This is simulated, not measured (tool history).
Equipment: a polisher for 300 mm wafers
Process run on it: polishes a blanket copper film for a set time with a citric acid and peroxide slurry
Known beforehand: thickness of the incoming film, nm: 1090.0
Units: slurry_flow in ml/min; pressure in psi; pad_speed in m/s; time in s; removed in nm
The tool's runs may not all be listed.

Run 1, hour 0.0: slurry_flow 175 ml/min, pressure 2.6 psi, pad_speed 0.80 m/s, slurry_solids 1.0, time 91 s. Result: removed 174.95 nm.
Run 2, hour 5.6: slurry_flow 175 ml/min, pressure 2.3 psi, pad_speed 0.78 m/s, slurry_solids 1.0, time 91 s. Result: removed 155.50 nm.
Run 3, hour 12.3: slurry_flow 175 ml/min, pressure 2.3 psi, pad_speed 0.86 m/s, slurry_solids 1.0, time 91 s. Result: removed 171.84 nm.
Run 4, hour 15.3: slurry_flow 175 ml/min, pressure 2.1 psi, pad_speed 0.82 m/s, slurry_solids 1.0, time 91 s. Result: removed 152.86 nm.
Run 5, hour 16.0: slurry_flow 175 ml/min, pressure 1.9 psi, pad_speed 0.78 m/s, slurry_solids 1.0, time 91 s. Result: removed 138.73 nm.
Run 6, hour 19.5: slurry_flow 175 ml/min, pressure 1.8 psi, pad_speed 0.74 m/s, slurry_solids 1.0, time 91 s. Result: removed 124.62 nm.

What will run 7 give?
Run 7, hour 20.3: slurry_flow 175 ml/min, pressure 1.7 psi, pad_speed 0.72 m/s, slurry_solids 1.0, time 91 s. Result: removed ?.

Run 7 came out at removed 117.96 nm.
